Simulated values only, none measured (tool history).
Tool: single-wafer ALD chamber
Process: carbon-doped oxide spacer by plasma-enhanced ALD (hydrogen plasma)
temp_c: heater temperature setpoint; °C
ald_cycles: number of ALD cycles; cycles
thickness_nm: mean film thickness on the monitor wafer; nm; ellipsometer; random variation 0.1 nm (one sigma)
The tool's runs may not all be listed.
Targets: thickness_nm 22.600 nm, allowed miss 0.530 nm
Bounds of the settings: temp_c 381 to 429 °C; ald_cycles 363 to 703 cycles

{"run": 1, "hour": 0.0, "temp_c": 405, "ald_cycles": 533, "thickness_nm": 24.987}
{"run": 2, "hour": 3.6, "temp_c": 406, "ald_cycles": 526, "thickness_nm": 24.334}
{"run": 3, "hour": 7.4, "temp_c": 407, "ald_cycles": 523, "thickness_nm": 24.176}
{"run": 4, "hour": 16.9, "temp_c": 407, "ald_cycles": 471, "thickness_nm": 21.923}
{"run": 5, "hour": 21.7, "temp_c": 407, "ald_cycles": 528, "thickness_nm": 24.584}
{"run": 6, "hour": 26.2, "temp_c": 402, "ald_cycles": 528, "thickness_nm": 25.042}
{"run": 7, "hour": 28.1, "temp_c": 404, "ald_cycles": 525, "thickness_nm": 24.571}
{"run": 8, "hour": 32.4, "temp_c": 405, "ald_cycles": 521, "thickness_nm": 24.198}
{"run": 9, "hour": 35.2, "temp_c": 406, "ald_cycles": 518, "thickness_nm": 24.068}
{"run": 10, "hour": 45.2, "temp_c": 407, "ald_cycles": 515, "thickness_nm": 23.608}
{"hour": 54.2, "done": "thermocouple changed; heater temperature recalibrated"}
{"run": 11, "hour": 54.2, "temp_c": 408, "ald_cycles": 514, "thickness_nm": 23.974}

Which of these 4 next moves meets every target?
{"run": "A", "hour": 63.2, "temp_c": 412, "ald_cycles": 512, "thickness_nm": "?"}
{"run": "B", "hour": 63.2, "temp_c": 429, "ald_cycles": 585, "thickness_nm": "?"}
{"run": "C", "hour": 63.2, "temp_c": 397, "ald_cycles": 499, "thickness_nm": "?"}
{"run": "D", "hour": 63.2, "temp_c": 409, "ald_cycles": 485, "thickness_nm": "?"}

move=A thickness_nm=23.692
move=B thickness_nm=25.432
move=C thickness_nm=24.026
move=D thickness_nm=22.682
A: nearer than the last run, and not there yet
B: further off than the last run
C: as far off as the last run
D: meets every target
The right move is D.
